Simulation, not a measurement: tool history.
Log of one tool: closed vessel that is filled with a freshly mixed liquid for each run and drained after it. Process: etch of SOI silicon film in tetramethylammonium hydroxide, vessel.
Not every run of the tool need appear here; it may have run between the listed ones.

| run | hour | temperature setpoint of the liquid (C) | concentration of hydroxide in the mixed liquid (% by weight) | time in the liquid (s) | thickness taken off the SOI silicon film on a monitor wafer (nm) |
|---|---|---|---|---|---|
| 1 | 0 | 73 | 15.5 | 90 | 627.03 |
| 2 | 5.9 | 70 | 15.5 | 90 | 523.87 |
| 3 | 11.3 | 68 | 15.5 | 90 | 463.31 |
| 4 | 18 | 68 | 15.5 | 90 | 464.93 |
| 5 | 24.4 | 68 | 15.5 | 90 | 466.89 |
| 6 | 31.9 | 72 | 15.5 | 90 | 586.39 |
| 7 | 37.4 | 69.5 | 15.5 | 90 | 512.92 |
| 8 | 44.9 | 67.5 | 15.5 | 90 | 452.31 |
| 9 | 47.6 | 66.5 | 15.5 | 90 | 422.53 |

Estimate the outcome of run 10 from the log above:
| 10 | 51.5 | 66 | 15.5 | 90 | ? |

{"run 10": {"thickness taken off the SOI silicon film on a monitor wafer (nm)": 411.64}}
